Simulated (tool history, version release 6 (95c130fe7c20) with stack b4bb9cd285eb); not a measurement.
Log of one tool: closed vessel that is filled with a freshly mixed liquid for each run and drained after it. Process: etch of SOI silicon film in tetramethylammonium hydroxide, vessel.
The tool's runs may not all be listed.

run,day,temperature setpoint of the liquid (K),concentration of hydroxide in the mixed liquid (% by weight),time in the liquid (s),thickness taken off the SOI silicon film on a monitor wafer (nm)
1,0.000,347.15,16.5,105,661.64
2,0.058,347.15,18.5,105,638.94
3,0.225,344.15,18.5,105,534.01
4,0.371,342.15,18.5,105,468.46
5,0.496,344.15,18.5,105,530.75
6,0.617,340.65,18.5,105,437.73
7,0.796,339.65,18.5,105,403.14
8,0.842,339.15,18.5,105,398.52
9,1.054,338.65,18.5,105,387.41
10,1.388,338.15,18.5,105,377.30

Run 11 comes next. What will it give?
11,1.608,337.65,18.5,105,?

Run 11 gave thickness taken off the SOI silicon film on a monitor wafer (nm) 366.75.

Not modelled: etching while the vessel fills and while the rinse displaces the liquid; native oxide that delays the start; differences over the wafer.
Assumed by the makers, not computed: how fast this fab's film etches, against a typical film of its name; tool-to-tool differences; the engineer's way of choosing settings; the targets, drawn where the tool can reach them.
